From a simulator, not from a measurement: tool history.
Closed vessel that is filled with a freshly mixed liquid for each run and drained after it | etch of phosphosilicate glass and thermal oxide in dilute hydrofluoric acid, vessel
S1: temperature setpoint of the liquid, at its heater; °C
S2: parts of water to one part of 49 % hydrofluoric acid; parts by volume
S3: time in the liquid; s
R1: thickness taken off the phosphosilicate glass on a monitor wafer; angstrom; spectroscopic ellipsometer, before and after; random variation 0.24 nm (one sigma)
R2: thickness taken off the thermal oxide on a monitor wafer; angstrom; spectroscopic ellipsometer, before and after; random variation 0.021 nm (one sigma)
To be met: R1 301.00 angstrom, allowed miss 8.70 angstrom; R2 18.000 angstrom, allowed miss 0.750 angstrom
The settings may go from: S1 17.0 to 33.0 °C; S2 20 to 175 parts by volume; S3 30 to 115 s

run  hour    S1   S2   S3      R1      R2
  1   0.0  25.0   95   60  503.50  30.007
  2   5.1  24.0   95   60  473.85  28.870
  3  11.8  24.0   95   80  640.80  37.497
  4  20.5  24.0   95   95  768.34  45.775
  5  26.9  24.0   95  115  912.76  54.779
  6  30.9  23.5  105  115  808.76  48.625
  7  38.4  23.0  110  115  741.10  43.916
  8  40.0  22.5  115  115  697.34  41.320
  9  47.7  22.0  120  115  652.55  39.233
 10  49.7  21.5  125  115  618.79  36.317
 11  51.0  21.5  130  115  585.30  34.816
 12  55.0  21.0  135  115  550.74  32.219
 13  57.7  21.0  140  115  522.60  31.632
 14  62.3  20.5  145  115  490.98  29.501
 15  70.0  20.0  150  115  466.32  27.437
 16  76.7  20.0  155  115  448.91  27.066
 17  78.7  19.5  155  115  435.37  26.537
 18  86.0  19.5  165  105  370.55  22.132
 19  87.6  18.0  170  105  339.10  20.213

4 next moves are on the table. One of them brings every result within its allowed miss. Which?
  A  89.2  17.0  125   75   ?   ?
  B  89.2  20.5  170   90   ?   ?
  C  89.2  18.5  150   80   ?   ?
  D  89.2  17.0  150  100   ?   ?

move      R1      R2
   A  329.73  19.659
   B  320.12  19.086
   C  303.96  18.122
   D  357.45  21.311
A: nearer than the last run, and not there yet
B: nearer than the last run, and not there yet
C: meets every target
D: further off than the last run
Move C is the one to make.
